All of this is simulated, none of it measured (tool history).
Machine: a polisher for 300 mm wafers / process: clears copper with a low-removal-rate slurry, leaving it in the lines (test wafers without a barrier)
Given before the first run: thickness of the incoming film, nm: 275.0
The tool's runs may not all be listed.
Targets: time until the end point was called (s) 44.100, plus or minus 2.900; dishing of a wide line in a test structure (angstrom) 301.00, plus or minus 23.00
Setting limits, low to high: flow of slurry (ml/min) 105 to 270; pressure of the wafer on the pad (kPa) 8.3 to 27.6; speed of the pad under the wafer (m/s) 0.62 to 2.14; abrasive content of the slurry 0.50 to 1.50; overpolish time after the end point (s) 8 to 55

run,hour,flow of slurry (ml/min),pressure of the wafer on the pad (kPa),speed of the pad under the wafer (m/s),abrasive content of the slurry,overpolish time after the end point (s),time until the end point was called (s),dishing of a wide line in a test structure (angstrom)
1,0.0,175,17.9,1.38,1.00,28,65.015,540.22
2,7.3,160,17.9,1.38,1.00,28,64.237,575.00
3,11.4,185,17.2,1.54,1.00,24,60.872,542.50
4,12.7,185,17.2,1.84,1.00,24,54.110,577.75
5,20.9,225,17.2,1.84,1.00,24,50.944,570.60
6,29.5,235,15.9,1.90,1.10,21,55.247,510.65
7,37.9,240,15.9,1.96,0.95,18,52.974,475.64
8,45.4,270,14.5,2.14,0.70,8,60.090,239.26
9,47.6,270,15.9,2.14,0.70,8,51.673,251.67
10,51.3,270,17.9,2.14,0.70,13,47.702,410.11
11,58.1,240,17.9,2.14,0.75,12,49.471,378.64
12,60.5,245,18.6,2.14,0.70,11,46.824,368.64
13,64.6,245,18.6,2.14,0.70,11,45.893,371.55
14,70.9,250,18.6,2.14,0.65,10,46.655,345.36
15,78.2,255,18.6,2.14,0.60,10,47.710,348.49
16,83.6,260,17.9,2.14,0.70,10,46.581,332.41

Which single option among these 4 for the next run brings every result within its allowed miss of target? Just one does.
A,89.0,230,18.6,2.14,0.50,11,?,?
B,89.0,270,19.3,2.10,0.80,11,?,?
C,89.0,250,17.9,2.08,0.70,12,?,?
D,89.0,245,20.0,2.14,0.65,8,?,?

move,time until the end point was called (s),dishing of a wide line in a test structure (angstrom)
A,48.266,359.52
B,42.845,395.39
C,47.878,385.56
D,42.793,308.28
A: lands further from the targets than the last run did
B: lands further from the targets than the last run did
C: lands further from the targets than the last run did
D: all results land within tolerance of their targets
D meets every target.
